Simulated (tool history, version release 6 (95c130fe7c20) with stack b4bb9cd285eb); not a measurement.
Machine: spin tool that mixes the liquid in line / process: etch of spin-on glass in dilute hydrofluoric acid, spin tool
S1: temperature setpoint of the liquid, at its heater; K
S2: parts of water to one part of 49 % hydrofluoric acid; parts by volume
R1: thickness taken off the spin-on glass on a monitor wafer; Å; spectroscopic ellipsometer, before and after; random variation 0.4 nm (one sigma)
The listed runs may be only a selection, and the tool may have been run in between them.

{"run": 1, "hour": 0.0, "S1": 295.15, "S2": 225, "time under the liquid (s)": 275, "R1": 188.34}
{"run": 2, "hour": 4.3, "S1": 295.15, "S2": 225, "time under the liquid (s)": 275, "R1": 186.29}
{"run": 3, "hour": 9.4, "S1": 297.15, "S2": 190, "time under the liquid (s)": 275, "R1": 249.48}
{"run": 4, "hour": 17.0, "S1": 297.15, "S2": 190, "time under the liquid (s)": 300, "R1": 271.58}
{"hour": 24.8, "done": "hydrofluoric acid flow meter replaced"}
{"run": 5, "hour": 24.8, "S1": 297.15, "S2": 190, "time under the liquid (s)": 300, "R1": 312.61}
{"run": 6, "hour": 27.0, "S1": 299.65, "S2": 190, "time under the liquid (s)": 300, "R1": 342.6}
{"run": 7, "hour": 30.2, "S1": 300.65, "S2": 185, "time under the liquid (s)": 300, "R1": 358.6}

Run 8 has not been measured yet. What should we expect?
{"run": 8, "hour": 35.9, "S1": 301.15, "S2": 180, "time under the liquid (s)": 300, "R1": "?"}

{"run 8": {"R1": 387.6}}

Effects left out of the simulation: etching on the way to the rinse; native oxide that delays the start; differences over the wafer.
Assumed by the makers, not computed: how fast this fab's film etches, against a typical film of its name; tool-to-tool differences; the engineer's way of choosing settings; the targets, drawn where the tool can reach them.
